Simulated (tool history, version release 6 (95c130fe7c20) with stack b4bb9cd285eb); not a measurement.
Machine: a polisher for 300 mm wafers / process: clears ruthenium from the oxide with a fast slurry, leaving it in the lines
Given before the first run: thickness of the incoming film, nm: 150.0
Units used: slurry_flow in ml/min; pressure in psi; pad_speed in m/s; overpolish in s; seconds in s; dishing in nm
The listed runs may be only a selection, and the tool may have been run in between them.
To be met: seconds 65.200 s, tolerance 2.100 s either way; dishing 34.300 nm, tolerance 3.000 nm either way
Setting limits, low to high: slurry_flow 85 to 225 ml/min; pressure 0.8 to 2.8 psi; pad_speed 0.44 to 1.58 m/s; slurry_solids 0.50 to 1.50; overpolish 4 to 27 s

| run | day | slurry_flow | pressure | pad_speed | slurry_solids | overpolish | seconds | dishing |
|---|---|---|---|---|---|---|---|---|
| 1 | 0.000 | 145 | 1.8 | 1.00 | 1.00 | 14 | 50.896 | 37.417 |
| 2 | 0.283 | 145 | 2.1 | 1.00 | 1.00 | 14 | 44.668 | 42.785 |
| 3 | 0.629 | 145 | 2.1 | 1.00 | 1.15 | 14 | 42.551 | 44.644 |
| 4 | 0.958 | 145 | 2.1 | 1.00 | 1.15 | 17 | 42.408 | 52.813 |
| 5 | 1.138 | 145 | 1.9 | 1.00 | 1.15 | 17 | 46.375 | 50.236 |
| 6 | 1.508 | 145 | 1.9 | 1.00 | 1.30 | 17 | 43.638 | 51.878 |
| 7 | 1.733 | 145 | 1.8 | 1.00 | 1.30 | 17 | 46.030 | 50.144 |
| 8 | 2.104 | 145 | 1.7 | 1.00 | 1.30 | 17 | 47.397 | 47.219 |
| 9 | 2.383 | 145 | 1.6 | 1.00 | 1.30 | 17 | 50.135 | 45.136 |
| 10 | 2.512 | 145 | 1.5 | 1.00 | 1.30 | 17 | 52.349 | 43.270 |
| 11 | 2.833 | 135 | 1.3 | 1.00 | 1.30 | 17 | 60.792 | 39.146 |
| 12 | 2.929 | 125 | 1.3 | 1.00 | 1.30 | 16 | 60.736 | 36.505 |

Exercise: of the 5 proposed moves below, exactly one satisfies all targets within the stated allowed misses. Which move is it?
| A | 3.025 | 115 | 0.9 | 1.14 | 1.35 | 18 | ? | ? |
| B | 3.025 | 105 | 1.4 | 0.88 | 1.25 | 17 | ? | ? |
| C | 3.025 | 145 | 1.2 | 0.88 | 1.30 | 14 | ? | ? |
| D | 3.025 | 130 | 1.0 | 1.08 | 1.50 | 16 | ? | ? |
| E | 3.025 | 140 | 1.5 | 0.82 | 1.25 | 20 | ? | ? |

| move | seconds | dishing |
|---|---|---|
| A | 72.866 | 33.794 |
| B | 69.429 | 33.520 |
| C | 71.501 | 27.239 |
| D | 66.108 | 33.163 |
| E | 65.249 | 41.127 |
A: carries the result that was furthest off beyond its target, to the other side
B: carries the result that was furthest off beyond its target, to the other side
C: carries the result that was furthest off beyond its target, to the other side
D: every result within its allowed miss
E: puts the biggest miss on target and leaves a different result outside tolerance
Answer: D
